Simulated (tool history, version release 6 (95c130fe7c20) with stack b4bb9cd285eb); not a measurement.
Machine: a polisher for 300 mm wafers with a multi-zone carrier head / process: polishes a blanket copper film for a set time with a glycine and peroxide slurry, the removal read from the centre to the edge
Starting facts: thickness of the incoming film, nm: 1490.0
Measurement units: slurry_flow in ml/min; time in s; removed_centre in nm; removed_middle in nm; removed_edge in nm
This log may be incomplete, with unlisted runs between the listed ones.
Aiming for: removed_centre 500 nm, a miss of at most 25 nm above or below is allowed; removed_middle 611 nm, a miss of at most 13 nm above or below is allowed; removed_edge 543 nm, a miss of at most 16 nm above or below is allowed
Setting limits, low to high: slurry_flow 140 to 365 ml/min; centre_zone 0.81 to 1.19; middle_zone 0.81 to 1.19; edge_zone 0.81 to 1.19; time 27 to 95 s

run 1 hour=0 | slurry_flow=235 centre_zone=1 middle_zone=1 edge_zone=1 time=61 | removed_centre=417.35 removed_middle=417.44 removed_edge=410.96
run 2 hour=7.7 | slurry_flow=235 centre_zone=1 middle_zone=1 edge_zone=1 time=69 | removed_centre=467.02 removed_middle=472.16 removed_edge=467.13
run 3 hour=11.4 | slurry_flow=235 centre_zone=1 middle_zone=1 edge_zone=0.96 time=69 | removed_centre=476.65 removed_middle=482.33 removed_edge=455.96
run 4 hour=12.3 | slurry_flow=245 centre_zone=0.99 middle_zone=1.03 edge_zone=0.98 time=70 | removed_centre=467.52 removed_middle=496.74 removed_edge=468.53
run 5 hour=14 | slurry_flow=245 centre_zone=1.05 middle_zone=1.03 edge_zone=0.98 time=70 | removed_centre=500.88 removed_middle=498.17 removed_edge=464.5
run 6 hour=22.7 | slurry_flow=250 centre_zone=1.04 middle_zone=1.06 edge_zone=1 time=71 | removed_centre=493.67 removed_middle=515.02 removed_edge=482.06
run 7 hour=30.9 | slurry_flow=250 centre_zone=1.04 middle_zone=1.06 edge_zone=1 time=71 | removed_centre=507.12 removed_middle=513.87 removed_edge=486.1
run 8 hour=35.9 | slurry_flow=255 centre_zone=1.03 middle_zone=1.09 edge_zone=1 time=72 | removed_centre=506.18 removed_middle=539.97 removed_edge=487.91
run 9 hour=36.7 | slurry_flow=260 centre_zone=1.02 middle_zone=1.11 edge_zone=1.02 time=73 | removed_centre=506.09 removed_middle=557.8 removed_edge=505.24
run 10 hour=39.1 | slurry_flow=265 centre_zone=1.01 middle_zone=1.12 edge_zone=1.03 time=73 | removed_centre=504.06 removed_middle=561.22 removed_edge=504
run 11 hour=45.8 | slurry_flow=270 centre_zone=1 middle_zone=1.13 edge_zone=1.05 time=73 | removed_centre=498.98 removed_middle=560.99 removed_edge=505.49
run 12 hour=52.7 | slurry_flow=270 centre_zone=0.99 middle_zone=1.14 edge_zone=1.06 time=74 | removed_centre=499.88 removed_middle=572.61 removed_edge=521.89
run 13 hour=59.1 | slurry_flow=275 centre_zone=0.98 middle_zone=1.15 edge_zone=1.07 time=74 | removed_centre=489.44 removed_middle=579.7 removed_edge=517.15

Below are 4 possible settings for the next run. Only one of them brings all results inside the allowed miss of their targets. Which is it?
run A hour=65.5 | slurry_flow=295 centre_zone=1.11 middle_zone=1.19 edge_zone=0.93 time=75 | removed_centre=? removed_middle=? removed_edge=?
run B hour=65.5 | slurry_flow=300 centre_zone=0.94 middle_zone=1.16 edge_zone=1.06 time=77 | removed_centre=? removed_middle=? removed_edge=?
run C hour=65.5 | slurry_flow=335 centre_zone=1.1 middle_zone=1.18 edge_zone=0.97 time=75 | removed_centre=? removed_middle=? removed_edge=?
run D hour=65.5 | slurry_flow=285 centre_zone=1 middle_zone=1.17 edge_zone=1 time=80 | removed_centre=? removed_middle=? removed_edge=?

move=A removed_centre=579.19 removed_middle=612.3 removed_edge=491.43
move=B removed_centre=503.56 removed_middle=616.92 removed_edge=537.71
move=C removed_centre=579.98 removed_middle=613.92 removed_edge=504.87
move=D removed_centre=554.43 removed_middle=642.73 removed_edge=541.4
A: the furthest-off result lands on target, but another misses its tolerance
B: all results land within tolerance of their targets
C: the furthest-off result lands on target, but another misses its tolerance
D: carries the result that was furthest off beyond its target, to the other side
Go with B: it meets all targets.

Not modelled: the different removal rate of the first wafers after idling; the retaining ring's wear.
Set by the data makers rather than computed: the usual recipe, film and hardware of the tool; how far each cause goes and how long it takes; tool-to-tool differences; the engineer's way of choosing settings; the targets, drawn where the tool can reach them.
